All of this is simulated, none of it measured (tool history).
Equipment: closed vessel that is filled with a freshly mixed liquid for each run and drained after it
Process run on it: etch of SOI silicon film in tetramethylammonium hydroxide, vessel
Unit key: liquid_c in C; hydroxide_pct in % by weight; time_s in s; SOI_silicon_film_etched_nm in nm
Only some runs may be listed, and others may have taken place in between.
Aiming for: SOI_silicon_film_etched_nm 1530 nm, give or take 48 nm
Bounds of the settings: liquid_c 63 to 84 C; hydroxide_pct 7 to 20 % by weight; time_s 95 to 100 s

run 1 day=0 | liquid_c=76 hydroxide_pct=13.5 time_s=95 | SOI_silicon_film_etched_nm=925
run 2 day=0.033 | liquid_c=79 hydroxide_pct=13.5 time_s=95 | SOI_silicon_film_etched_nm=1085
run 3 day=0.133 | liquid_c=80 hydroxide_pct=13 time_s=95 | SOI_silicon_film_etched_nm=1204.7
run 4 day=0.383 | liquid_c=80 hydroxide_pct=10.5 time_s=95 | SOI_silicon_film_etched_nm=1272.2
run 5 day=0.421 | liquid_c=80 hydroxide_pct=10.5 time_s=95 | SOI_silicon_film_etched_nm=1285.2
run 6 day=0.588 | liquid_c=77.5 hydroxide_pct=10.5 time_s=95 | SOI_silicon_film_etched_nm=1127.1
run 7 day=0.975 | liquid_c=79 hydroxide_pct=10.5 time_s=95 | SOI_silicon_film_etched_nm=1194.6
run 8 day=1.204 | liquid_c=84 hydroxide_pct=10.5 time_s=95 | SOI_silicon_film_etched_nm=1597.9

Exactly one of the 4 candidate moves below puts every result within its allowed miss. Which one?
run A day=1.433 | liquid_c=84 hydroxide_pct=13 time_s=100 | SOI_silicon_film_etched_nm=?
run B day=1.433 | liquid_c=83.5 hydroxide_pct=10.5 time_s=100 | SOI_silicon_film_etched_nm=?
run C day=1.433 | liquid_c=83.5 hydroxide_pct=9 time_s=95 | SOI_silicon_film_etched_nm=?
run D day=1.433 | liquid_c=84 hydroxide_pct=10 time_s=95 | SOI_silicon_film_etched_nm=?

move=A SOI_silicon_film_etched_nm=1526.2
move=B SOI_silicon_film_etched_nm=1615.4
move=C SOI_silicon_film_etched_nm=1625.1
move=D SOI_silicon_film_etched_nm=1602.3
A: all results in spec
B: moves away from the targets compared with the last run
C: moves away from the targets compared with the last run
D: moves away from the targets compared with the last run
A meets every target.
